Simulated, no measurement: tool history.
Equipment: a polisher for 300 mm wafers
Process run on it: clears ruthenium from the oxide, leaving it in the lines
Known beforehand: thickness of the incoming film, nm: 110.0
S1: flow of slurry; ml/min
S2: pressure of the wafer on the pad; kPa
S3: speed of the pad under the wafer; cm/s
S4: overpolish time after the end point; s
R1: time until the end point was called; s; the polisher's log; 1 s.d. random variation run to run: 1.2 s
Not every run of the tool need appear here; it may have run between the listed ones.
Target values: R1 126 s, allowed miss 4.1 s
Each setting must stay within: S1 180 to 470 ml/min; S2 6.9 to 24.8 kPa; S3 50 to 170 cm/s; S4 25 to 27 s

run  hour   S1    S2   S3  S4      R1
  1     0  300  15.9  110  25   72.91
  2   2.6  300  13.8  110  25  83.234
  3   9.3  300  13.8  124  25  74.441
  4  17.8  300    11  124  25  90.406
  5  22.9  300   9.7  124  25  102.41
  6  30.4  300     9  124  25  112.22
  7  33.7  300   8.3  124  25  121.13
  8  36.2  300   7.6  124  25  133.84
  9  37.6  300   8.3  124  25  119.43
 10  43.7  300   7.6  124  25  132.12
 11  50.5  300   8.3  124  25  119.56
 12  58.6  300   7.6  124  25  130.81
 13    60  300   8.3  124  25   122.3

Below are 5 possible settings for the next run. Only one of them brings all results inside the allowed miss of their targets. Which is it?
  A  61.4  310  8.3  130  25   ?
  B  61.4  310  8.3  124  27   ?
  C  61.4  295    9  122  25   ?
  D  61.4  305  6.9  140  25   ?
  E  61.4  330    9  118  25   ?

move      R1
   A  115.79
   B  121.24
   C  114.74
   D  128.03
   E  117.29
A: further off than the last run
B: further off than the last run
C: further off than the last run
D: every result lands within tolerance
E: further off than the last run
The right move is D.
